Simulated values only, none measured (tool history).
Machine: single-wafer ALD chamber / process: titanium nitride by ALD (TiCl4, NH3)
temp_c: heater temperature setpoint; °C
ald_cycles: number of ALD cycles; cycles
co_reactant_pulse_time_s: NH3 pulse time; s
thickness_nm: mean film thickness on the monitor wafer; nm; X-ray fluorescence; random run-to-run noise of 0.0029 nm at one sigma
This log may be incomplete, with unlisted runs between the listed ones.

{"run": 1, "day": 0.0, "temp_c": 385, "ald_cycles": 54, "co_reactant_pulse_time_s": 2.92, "thickness_nm": 1.1558}
{"run": 2, "day": 0.042, "temp_c": 385, "ald_cycles": 54, "co_reactant_pulse_time_s": 2.25, "thickness_nm": 1.1327}
{"run": 3, "day": 0.079, "temp_c": 385, "ald_cycles": 56, "co_reactant_pulse_time_s": 2.25, "thickness_nm": 1.176}
{"run": 4, "day": 0.183, "temp_c": 385, "ald_cycles": 54, "co_reactant_pulse_time_s": 2.25, "thickness_nm": 1.1278}
{"run": 5, "day": 0.392, "temp_c": 374, "ald_cycles": 54, "co_reactant_pulse_time_s": 2.25, "thickness_nm": 1.1153}
{"run": 6, "day": 0.504, "temp_c": 380, "ald_cycles": 54, "co_reactant_pulse_time_s": 2.25, "thickness_nm": 1.1199}

Run 7 comes next. What will it give?
{"run": 7, "day": 0.729, "temp_c": 376, "ald_cycles": 54, "co_reactant_pulse_time_s": 2, "thickness_nm": "?"}

{"run 7": {"thickness_nm": 1.1088}}

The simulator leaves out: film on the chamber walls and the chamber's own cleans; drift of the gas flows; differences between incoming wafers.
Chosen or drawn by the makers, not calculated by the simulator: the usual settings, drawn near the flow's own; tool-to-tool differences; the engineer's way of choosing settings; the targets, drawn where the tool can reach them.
